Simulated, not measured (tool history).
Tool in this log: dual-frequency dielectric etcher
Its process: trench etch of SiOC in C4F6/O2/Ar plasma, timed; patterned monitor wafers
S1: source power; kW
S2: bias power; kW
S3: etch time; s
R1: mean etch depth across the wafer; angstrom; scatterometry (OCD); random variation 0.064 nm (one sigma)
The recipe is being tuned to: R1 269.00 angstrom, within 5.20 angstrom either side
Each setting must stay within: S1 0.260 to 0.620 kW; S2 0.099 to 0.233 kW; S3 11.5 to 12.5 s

{"run": 1, "day": 0.0, "S1": 0.44, "S2": 0.166, "S3": 12.5, "R1": 241.64}
{"run": 2, "day": 0.15, "S1": 0.45, "S2": 0.167, "S3": 12.5, "R1": 244.62}
{"run": 3, "day": 0.329, "S1": 0.45, "S2": 0.148, "S3": 12.5, "R1": 234.1}
{"run": 4, "day": 0.683, "S1": 0.45, "S2": 0.148, "S3": 11.5, "R1": 217.17}
{"run": 5, "day": 0.9, "S1": 0.47, "S2": 0.153, "S3": 11.5, "R1": 222.68}
{"run": 6, "day": 1.254, "S1": 0.47, "S2": 0.153, "S3": 11.5, "R1": 222.58}
{"run": 7, "day": 1.596, "S1": 0.49, "S2": 0.16, "S3": 11.5, "R1": 231.08}
{"run": 8, "day": 1.817, "S1": 0.51, "S2": 0.164, "S3": 11.5, "R1": 236.7}

Which one of the following 4 next-run settings gets every result inside its allowed miss? There is exactly one.
{"run": "A", "day": 2.038, "S1": 0.53, "S2": 0.159, "S3": 12.5, "R1": "?"}
{"run": "B", "day": 2.038, "S1": 0.51, "S2": 0.186, "S3": 12.5, "R1": "?"}
{"run": "C", "day": 2.038, "S1": 0.5, "S2": 0.172, "S3": 12.5, "R1": "?"}
{"run": "D", "day": 2.038, "S1": 0.58, "S2": 0.177, "S3": 11.5, "R1": "?"}

move=A R1=258.77
move=B R1=268.68
move=C R1=259.12
move=D R1=257.04
A: gains on the last run, yet a result remains outside its allowed miss
B: in spec on every target
C: gains on the last run, yet a result remains outside its allowed miss
D: gains on the last run, yet a result remains outside its allowed miss
The right move is B.
